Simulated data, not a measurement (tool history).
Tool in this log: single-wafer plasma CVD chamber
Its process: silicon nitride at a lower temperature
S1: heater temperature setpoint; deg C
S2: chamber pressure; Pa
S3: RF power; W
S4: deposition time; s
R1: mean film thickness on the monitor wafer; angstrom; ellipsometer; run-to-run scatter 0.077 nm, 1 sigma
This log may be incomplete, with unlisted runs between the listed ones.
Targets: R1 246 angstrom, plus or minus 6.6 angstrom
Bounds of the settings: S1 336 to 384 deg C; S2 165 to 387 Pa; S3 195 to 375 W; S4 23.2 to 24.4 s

run 1 day=0 | S1=360 S2=276 S3=285 S4=24.4 | R1=305.5
run 2 day=0.188 | S1=360 S2=312 S3=285 S4=24.4 | R1=314.51
run 3 day=0.433 | S1=360 S2=292 S3=260 S4=24.1 | R1=278.06
run 4 day=0.546 | S1=360 S2=273 S3=255 S4=24.1 | R1=269.44
run 5 day=0.721 | S1=360 S2=259 S3=250 S4=24.1 | R1=260.3
run 6 day=0.746 | S1=360 S2=259 S3=225 S4=24.1 | R1=230.75
run 7 day=1.096 | S1=360 S2=259 S3=225 S4=24.1 | R1=230.5
run 8 day=1.421 | S1=360 S2=269 S3=230 S4=24.1 | R1=238.3

Exercise: of the 5 proposed moves below, exactly one satisfies all targets within the stated allowed misses. Which move is it?
run A day=1.746 | S1=348 S2=311 S3=220 S4=24.2 | R1=?
run B day=1.746 | S1=366 S2=247 S3=270 S4=23.2 | R1=?
run C day=1.746 | S1=354 S2=288 S3=220 S4=23.9 | R1=?
run D day=1.746 | S1=353 S2=201 S3=250 S4=24.4 | R1=?
run E day=1.746 | S1=348 S2=211 S3=230 S4=24.4 | R1=?

move=A R1=236.77
move=B R1=267.26
move=C R1=228.96
move=D R1=247.39
move=E R1=228.2
A: lands further from the targets than the last run did
B: takes the result that was furthest off past its target
C: lands further from the targets than the last run did
D: hits every target within its allowed miss
E: lands further from the targets than the last run did
The right move is D.

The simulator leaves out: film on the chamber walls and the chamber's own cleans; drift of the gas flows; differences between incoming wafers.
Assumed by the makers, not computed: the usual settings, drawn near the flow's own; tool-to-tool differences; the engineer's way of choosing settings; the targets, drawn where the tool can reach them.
